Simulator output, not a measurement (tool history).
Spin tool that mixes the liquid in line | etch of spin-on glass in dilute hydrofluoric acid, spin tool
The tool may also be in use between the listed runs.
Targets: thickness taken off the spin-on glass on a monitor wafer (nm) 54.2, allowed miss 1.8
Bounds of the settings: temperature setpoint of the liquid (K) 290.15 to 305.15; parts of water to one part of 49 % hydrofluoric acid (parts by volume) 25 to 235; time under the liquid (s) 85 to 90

run	day	temperature setpoint of the liquid (K)	parts of water to one part of 49 % hydrofluoric acid (parts by volume)	time under the liquid (s)	thickness taken off the spin-on glass on a monitor wafer (nm)
1	0	297.15	130	85	24.54
2	0.125	299.65	110	85	32.572
3	0.346	301.15	110	85	34.517
4	0.558	301.15	155	85	22.915
5	0.875	302.15	130	85	29.311
6	1.162	299.65	130	85	26.641
7	1.288	301.15	110	85	33.967
8	1.417	302.15	95	85	41.637
9	1.683	303.15	90	85	45.34
10	1.908	303.65	85	85	50.462

4 next moves are on the table. One of them brings every result within its allowed miss. Which?
A	2.133	305.15	100	90	?
B	2.133	301.65	75	85	?
C	2.133	302.15	90	90	?
D	2.133	303.65	95	90	?

move	thickness taken off the spin-on glass on a monitor wafer (nm)
A	46.763
B	53.492
C	47.107
D	46.898
A: further off than the last run
B: meets every target
C: further off than the last run
D: further off than the last run
Move B is the one to make.
